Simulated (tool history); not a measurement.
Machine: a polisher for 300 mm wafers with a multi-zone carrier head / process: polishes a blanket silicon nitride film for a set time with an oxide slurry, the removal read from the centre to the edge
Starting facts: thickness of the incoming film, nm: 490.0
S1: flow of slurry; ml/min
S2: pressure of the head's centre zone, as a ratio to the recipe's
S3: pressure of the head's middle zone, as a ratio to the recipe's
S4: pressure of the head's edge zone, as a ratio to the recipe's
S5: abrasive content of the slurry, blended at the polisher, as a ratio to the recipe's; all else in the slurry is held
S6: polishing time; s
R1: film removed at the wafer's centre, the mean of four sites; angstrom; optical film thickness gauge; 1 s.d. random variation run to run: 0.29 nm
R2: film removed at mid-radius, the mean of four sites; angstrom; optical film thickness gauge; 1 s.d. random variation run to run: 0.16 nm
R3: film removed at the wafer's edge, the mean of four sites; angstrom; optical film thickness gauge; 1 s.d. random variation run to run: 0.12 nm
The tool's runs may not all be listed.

Run 1, hour 0.0: S1 200 ml/min, S2 1.00, S3 1.00, S4 1.00, S5 1.00, S6 40 s. Result: R1 268.35 angstrom, R2 267.66 angstrom, R3 270.72 angstrom.
Run 2, hour 8.8: S1 200 ml/min, S2 1.00, S3 1.00, S4 0.98, S5 0.90, S6 40 s. Result: R1 256.89 angstrom, R2 254.75 angstrom, R3 259.19 angstrom.
Run 3, hour 15.7: S1 200 ml/min, S2 1.00, S3 1.00, S4 0.98, S5 0.90, S6 31 s. Result: R1 201.33 angstrom, R2 201.40 angstrom, R3 201.79 angstrom.
Run 4, hour 23.1: S1 200 ml/min, S2 1.00, S3 1.00, S4 0.98, S5 0.75, S6 31 s. Result: R1 183.01 angstrom, R2 186.32 angstrom, R3 187.35 angstrom.
Run 5, hour 24.6: S1 200 ml/min, S2 1.01, S3 1.01, S4 0.97, S5 0.75, S6 31 s. Result: R1 187.62 angstrom, R2 186.92 angstrom, R3 188.46 angstrom.
Run 6, hour 30.7: S1 200 ml/min, S2 1.01, S3 1.01, S4 0.97, S5 0.85, S6 31 s. Result: R1 200.87 angstrom, R2 197.07 angstrom, R3 197.53 angstrom.

Run 7 is up next; what results do you expect?
Run 7, hour 31.4: S1 195 ml/min, S2 1.01, S3 1.02, S4 0.95, S5 0.85, S6 31 s. Result: R1 ?, R2 ?, R3 ?.

{"run 7": {"R1": 195.63, "R2": 194.52, "R3": 193.78}}
